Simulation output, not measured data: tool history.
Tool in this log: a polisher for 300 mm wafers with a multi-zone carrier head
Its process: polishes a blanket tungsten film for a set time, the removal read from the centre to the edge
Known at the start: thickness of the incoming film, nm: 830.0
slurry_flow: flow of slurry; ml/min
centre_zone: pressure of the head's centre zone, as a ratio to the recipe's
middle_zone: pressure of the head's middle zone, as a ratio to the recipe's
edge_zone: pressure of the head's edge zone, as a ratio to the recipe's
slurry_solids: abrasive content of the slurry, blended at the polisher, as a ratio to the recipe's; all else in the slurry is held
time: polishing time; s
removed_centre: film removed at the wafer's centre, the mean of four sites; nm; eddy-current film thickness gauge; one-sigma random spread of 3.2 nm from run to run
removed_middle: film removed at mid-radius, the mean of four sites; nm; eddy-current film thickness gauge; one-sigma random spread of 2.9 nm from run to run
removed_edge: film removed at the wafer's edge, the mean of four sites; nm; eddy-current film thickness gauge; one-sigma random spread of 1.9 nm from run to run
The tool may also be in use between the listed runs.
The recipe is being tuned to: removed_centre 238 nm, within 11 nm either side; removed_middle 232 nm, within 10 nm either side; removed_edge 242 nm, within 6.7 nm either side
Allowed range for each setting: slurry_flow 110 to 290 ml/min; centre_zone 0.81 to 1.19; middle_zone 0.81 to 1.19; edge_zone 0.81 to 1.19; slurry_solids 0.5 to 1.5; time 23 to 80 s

run 1 day=0 | slurry_flow=185 centre_zone=1 middle_zone=1 edge_zone=1 slurry_solids=1 time=51 | removed_centre=168.32 removed_middle=174.95 removed_edge=177.69
run 2 day=0.096 | slurry_flow=185 centre_zone=0.92 middle_zone=1 edge_zone=1 slurry_solids=1 time=51 | removed_centre=157.81 removed_middle=170.29 removed_edge=175.71
run 3 day=0.233 | slurry_flow=185 centre_zone=0.86 middle_zone=1 edge_zone=1 slurry_solids=1 time=51 | removed_centre=151.42 removed_middle=176.06 removed_edge=174.59
run 4 day=0.521 | slurry_flow=185 centre_zone=0.81 middle_zone=1 edge_zone=1 slurry_solids=1 time=51 | removed_centre=144.22 removed_middle=174.86 removed_edge=179.05
run 5 day=0.85 | slurry_flow=190 centre_zone=0.84 middle_zone=1 edge_zone=1.01 slurry_solids=1.1 time=52 | removed_centre=151.57 removed_middle=181.28 removed_edge=186.31
run 6 day=0.929 | slurry_flow=190 centre_zone=0.84 middle_zone=1.05 edge_zone=1.01 slurry_solids=1.1 time=52 | removed_centre=151.05 removed_middle=194.07 removed_edge=183.44
run 7 day=1 | slurry_flow=195 centre_zone=0.88 middle_zone=1.04 edge_zone=1.02 slurry_solids=1.15 time=53 | removed_centre=167.94 removed_middle=193.94 removed_edge=191.6
run 8 day=1.25 | slurry_flow=200 centre_zone=0.89 middle_zone=1.05 edge_zone=1.04 slurry_solids=1.2 time=54 | removed_centre=176.59 removed_middle=201.56 removed_edge=203.28
run 9 day=1.554 | slurry_flow=210 centre_zone=0.91 middle_zone=1.06 edge_zone=1.06 slurry_solids=1.25 time=54 | removed_centre=181.67 removed_middle=207.43 removed_edge=207.34
run 10 day=1.908 | slurry_flow=215 centre_zone=0.93 middle_zone=1.06 edge_zone=1.07 slurry_solids=1.3 time=54 | removed_centre=190.87 removed_middle=215.1 removed_edge=207.08
run 11 day=2.158 | slurry_flow=215 centre_zone=0.94 middle_zone=1.05 edge_zone=1.08 slurry_solids=1.35 time=55 | removed_centre=194.95 removed_middle=209.34 removed_edge=215.62
run 12 day=2.521 | slurry_flow=220 centre_zone=0.95 middle_zone=1.05 edge_zone=1.09 slurry_solids=1.35 time=55 | removed_centre=196.32 removed_middle=216.53 removed_edge=218.32
run 13 day=2.733 | slurry_flow=225 centre_zone=0.97 middle_zone=1.05 edge_zone=1.1 slurry_solids=1.35 time=55 | removed_centre=199.67 removed_middle=215.3 removed_edge=217.96

Pick the move, out of 5, that brings all results within their allowed miss; only one does.
run A day=2.946 | slurry_flow=200 centre_zone=0.86 middle_zone=1 edge_zone=1.19 slurry_solids=1 time=59 | removed_centre=? removed_middle=? removed_edge=?
run B day=2.946 | slurry_flow=235 centre_zone=0.99 middle_zone=0.85 edge_zone=1.13 slurry_solids=1.3 time=65 | removed_centre=? removed_middle=? removed_edge=?
run C day=2.946 | slurry_flow=215 centre_zone=1.07 middle_zone=0.92 edge_zone=1.11 slurry_solids=1.5 time=59 | removed_centre=? removed_middle=? removed_edge=?
run D day=2.946 | slurry_flow=185 centre_zone=1 middle_zone=0.98 edge_zone=0.97 slurry_solids=1.35 time=65 | removed_centre=? removed_middle=? removed_edge=?
run E day=2.946 | slurry_flow=185 centre_zone=0.93 middle_zone=0.83 edge_zone=1.18 slurry_solids=1.4 time=64 | removed_centre=? removed_middle=? removed_edge=?

move=A removed_centre=178.98 removed_middle=201.7 removed_edge=225.86
move=B removed_centre=244.65 removed_middle=211.96 removed_edge=263.92
move=C removed_centre=244.64 removed_middle=211.01 removed_edge=244.35
move=D removed_centre=241.38 removed_middle=233.9 removed_edge=241.31
move=E removed_centre=224.58 removed_middle=202.58 removed_edge=265.08
A: misses by more than the last run did
B: takes the result that was furthest off past its target
C: puts the biggest miss on target and leaves a different result outside tolerance
D: every result lands within tolerance
E: takes the result that was furthest off past its target
Correct choice: D, which meets every target
